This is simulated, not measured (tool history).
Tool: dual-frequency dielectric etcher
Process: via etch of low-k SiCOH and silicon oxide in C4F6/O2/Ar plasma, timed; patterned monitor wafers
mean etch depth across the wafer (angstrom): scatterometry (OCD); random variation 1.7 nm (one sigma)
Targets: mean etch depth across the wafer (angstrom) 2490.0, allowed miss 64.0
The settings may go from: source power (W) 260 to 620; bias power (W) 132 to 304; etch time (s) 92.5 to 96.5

run,hour,source power (W),bias power (W),etch time (s),mean etch depth across the wafer (angstrom)
1,0.0,440,218,92.5,2868.9
2,8.2,440,218,92.5,2844.1
3,10.8,470,218,92.5,2890.7
4,12.6,470,183,92.5,2754.5
5,18.7,470,215,92.5,2896.9
6,19.3,440,208,92.5,2826.4
7,22.8,420,196,92.5,2693.8
8,26.4,400,193,92.5,2662.3
9,29.5,390,190,92.5,2630.9
10,34.8,380,188,92.5,2606.7
11,38.7,370,186,92.5,2577.5
12,41.1,360,184,92.5,2566.2
# hour 41.8: bias power generator calibrated
13,41.8,350,182,92.5,2569.8

Which of these 4 next moves meets every target?
A,42.5,420,168,96.0,?
B,42.5,280,202,96.5,?
C,42.5,370,186,96.0,?
D,42.5,400,138,95.0,?

move,mean etch depth across the wafer (angstrom)
A,2704.5
B,2622.9
C,2712.2
D,2462.5
A: further off than the last run
B: further off than the last run
C: further off than the last run
D: meets every target
Answer: D

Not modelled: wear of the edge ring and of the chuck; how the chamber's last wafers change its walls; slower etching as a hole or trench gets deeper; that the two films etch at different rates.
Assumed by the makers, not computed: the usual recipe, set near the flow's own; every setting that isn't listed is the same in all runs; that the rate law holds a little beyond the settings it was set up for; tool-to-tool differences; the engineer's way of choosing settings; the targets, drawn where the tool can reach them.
